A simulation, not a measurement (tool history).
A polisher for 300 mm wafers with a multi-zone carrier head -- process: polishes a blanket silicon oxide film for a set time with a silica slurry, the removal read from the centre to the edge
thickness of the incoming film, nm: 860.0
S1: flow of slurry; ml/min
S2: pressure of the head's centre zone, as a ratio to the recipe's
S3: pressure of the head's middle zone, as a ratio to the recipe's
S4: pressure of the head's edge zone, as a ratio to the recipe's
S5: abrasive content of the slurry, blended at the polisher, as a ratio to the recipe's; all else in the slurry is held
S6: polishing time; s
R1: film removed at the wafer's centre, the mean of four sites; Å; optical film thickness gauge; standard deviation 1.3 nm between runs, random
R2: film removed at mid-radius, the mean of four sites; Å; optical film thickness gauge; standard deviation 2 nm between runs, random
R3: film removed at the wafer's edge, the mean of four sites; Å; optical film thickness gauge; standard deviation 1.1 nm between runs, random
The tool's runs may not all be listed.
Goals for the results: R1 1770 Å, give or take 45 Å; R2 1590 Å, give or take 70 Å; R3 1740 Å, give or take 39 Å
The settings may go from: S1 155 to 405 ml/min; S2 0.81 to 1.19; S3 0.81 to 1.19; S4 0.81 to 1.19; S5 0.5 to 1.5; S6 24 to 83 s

run 1 hour=0 | S1=260 S2=1 S3=1 S4=1 S5=1 S6=53 | R1=2350.7 R2=2397.9 R3=2361.3
run 2 hour=3.5 | S1=260 S2=1.06 S3=1 S4=1 S5=1 S6=53 | R1=2479.8 R2=2391.3 R3=2366.9
run 3 hour=12.3 | S1=260 S2=1.13 S3=1 S4=1 S5=1 S6=53 | R1=2633.2 R2=2423.7 R3=2353.1
run 4 hour=15.2 | S1=250 S2=1.09 S3=0.95 S4=0.97 S5=0.85 S6=53 | R1=2256.3 R2=2029.7 R3=2094.3
run 5 hour=18.3 | S1=250 S2=1.09 S3=0.95 S4=0.97 S5=0.7 S6=53 | R1=1924.7 R2=1765.4 R3=1767.7
run 6 hour=23 | S1=240 S2=1.07 S3=0.93 S4=0.97 S5=0.7 S6=53 | R1=1889.3 R2=1672.7 R3=1744.5
run 7 hour=25.6 | S1=230 S2=1.05 S3=0.93 S4=0.99 S5=0.7 S6=53 | R1=1828 R2=1656.8 R3=1759.6
run 8 hour=28.1 | S1=220 S2=1.05 S3=0.93 S4=0.99 S5=0.7 S6=53 | R1=1836.4 R2=1619.8 R3=1765.1
-- hour=36.7 slurry nozzle cleaned
run 9 hour=36.7 | S1=215 S2=1.04 S3=0.93 S4=0.99 S5=0.7 S6=53 | R1=1876.7 R2=1761.7 R3=1814.2

Which single option among these 5 for the next run brings every result within its allowed miss of target? Just one does.
run A hour=45.3 | S1=235 S2=1.09 S3=0.89 S4=0.99 S5=0.7 S6=50 | R1=? R2=? R3=?
run B hour=45.3 | S1=190 S2=1.03 S3=0.9 S4=0.99 S5=0.8 S6=46 | R1=? R2=? R3=?
run C hour=45.3 | S1=230 S2=0.98 S3=1.05 S4=1.02 S5=0.6 S6=63 | R1=? R2=? R3=?
run D hour=45.3 | S1=205 S2=1.06 S3=0.93 S4=1.05 S5=0.7 S6=53 | R1=? R2=? R3=?
run E hour=45.3 | S1=225 S2=1.06 S3=0.96 S4=1.03 S5=0.8 S6=46 | R1=? R2=? R3=?

move=A R1=1893.1 R2=1592.4 R3=1737.1
move=B R1=1787.1 R2=1612.5 R3=1755.9
move=C R1=1816 R2=1953 R3=1877.7
move=D R1=1910.6 R2=1717.9 R3=1867.2
move=E R1=1892.6 R2=1744.5 R3=1822.1
A: the furthest-off result lands on target, but another misses its tolerance
B: all results in spec
C: the biggest miss grows against the last run
D: the biggest miss grows against the last run
E: the biggest miss grows against the last run
Move B is the one to make.
